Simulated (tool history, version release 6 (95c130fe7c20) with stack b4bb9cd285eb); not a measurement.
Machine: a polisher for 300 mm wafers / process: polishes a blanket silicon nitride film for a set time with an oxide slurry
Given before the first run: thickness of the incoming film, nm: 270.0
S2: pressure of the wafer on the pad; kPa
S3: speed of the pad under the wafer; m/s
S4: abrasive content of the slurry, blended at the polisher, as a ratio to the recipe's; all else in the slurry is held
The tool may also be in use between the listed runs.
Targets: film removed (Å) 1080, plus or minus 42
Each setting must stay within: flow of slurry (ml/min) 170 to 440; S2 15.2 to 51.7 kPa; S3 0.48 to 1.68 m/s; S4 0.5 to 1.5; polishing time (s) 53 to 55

{"run": 1, "hour": 0.0, "flow of slurry (ml/min)": 280, "S2": 33.1, "S3": 1.08, "S4": 1, "polishing time (s)": 53, "film removed (Å)": 570.19}
{"run": 2, "hour": 6.4, "flow of slurry (ml/min)": 280, "S2": 36.5, "S3": 1.1, "S4": 1, "polishing time (s)": 53, "film removed (Å)": 656.77}
{"run": 3, "hour": 14.8, "flow of slurry (ml/min)": 280, "S2": 36.5, "S3": 1.1, "S4": 1, "polishing time (s)": 53, "film removed (Å)": 643.4}
{"run": 4, "hour": 23.8, "flow of slurry (ml/min)": 280, "S2": 36.5, "S3": 1.22, "S4": 1, "polishing time (s)": 53, "film removed (Å)": 687.83}
{"run": 5, "hour": 29.0, "flow of slurry (ml/min)": 280, "S2": 32.4, "S3": 1.22, "S4": 1, "polishing time (s)": 53, "film removed (Å)": 613.86}
{"run": 6, "hour": 33.9, "flow of slurry (ml/min)": 280, "S2": 32.4, "S3": 1.12, "S4": 1, "polishing time (s)": 53, "film removed (Å)": 588.74}
{"run": 7, "hour": 35.0, "flow of slurry (ml/min)": 280, "S2": 35.9, "S3": 1.16, "S4": 1, "polishing time (s)": 53, "film removed (Å)": 658.15}
{"run": 8, "hour": 42.7, "flow of slurry (ml/min)": 280, "S2": 45.5, "S3": 1.3, "S4": 1, "polishing time (s)": 53, "film removed (Å)": 905.7}
{"run": 9, "hour": 51.5, "flow of slurry (ml/min)": 280, "S2": 46.9, "S3": 1.3, "S4": 1, "polishing time (s)": 53, "film removed (Å)": 931.33}
{"run": 10, "hour": 60.5, "flow of slurry (ml/min)": 280, "S2": 47.6, "S3": 1.3, "S4": 1, "polishing time (s)": 53, "film removed (Å)": 929.83}
{"run": 11, "hour": 61.7, "flow of slurry (ml/min)": 280, "S2": 48.3, "S3": 1.32, "S4": 1, "polishing time (s)": 53, "film removed (Å)": 986.3}
{"run": 12, "hour": 69.6, "flow of slurry (ml/min)": 280, "S2": 49, "S3": 1.32, "S4": 1, "polishing time (s)": 53, "film removed (Å)": 969.01}
{"run": 13, "hour": 71.4, "flow of slurry (ml/min)": 280, "S2": 49.6, "S3": 1.34, "S4": 1, "polishing time (s)": 53, "film removed (Å)": 1003.1}
{"run": 14, "hour": 74.6, "flow of slurry (ml/min)": 280, "S2": 50.3, "S3": 1.34, "S4": 1, "polishing time (s)": 53, "film removed (Å)": 1034.5}

4 candidate next runs follow, results not yet known. Just one meets every target within its allowed miss. Identify it.
{"run": "A", "hour": 77.8, "flow of slurry (ml/min)": 285, "S2": 49, "S3": 1.38, "S4": 0.95, "polishing time (s)": 53, "film removed (Å)": "?"}
{"run": "B", "hour": 77.8, "flow of slurry (ml/min)": 300, "S2": 46.2, "S3": 1.38, "S4": 1.05, "polishing time (s)": 53, "film removed (Å)": "?"}
{"run": "C", "hour": 77.8, "flow of slurry (ml/min)": 290, "S2": 51.7, "S3": 1.5, "S4": 0.9, "polishing time (s)": 55, "film removed (Å)": "?"}
{"run": "D", "hour": 77.8, "flow of slurry (ml/min)": 305, "S2": 49, "S3": 1.26, "S4": 1.2, "polishing time (s)": 55, "film removed (Å)": "?"}

move=A film_removed_(Å)=998.32
move=B film_removed_(Å)=985.14
move=C film_removed_(Å)=1144.6
move=D film_removed_(Å)=1059.7
A: the biggest miss grows against the last run
B: the biggest miss grows against the last run
C: pushes the last run's worst result past its target
D: all results in spec
The move that meets every target is D.
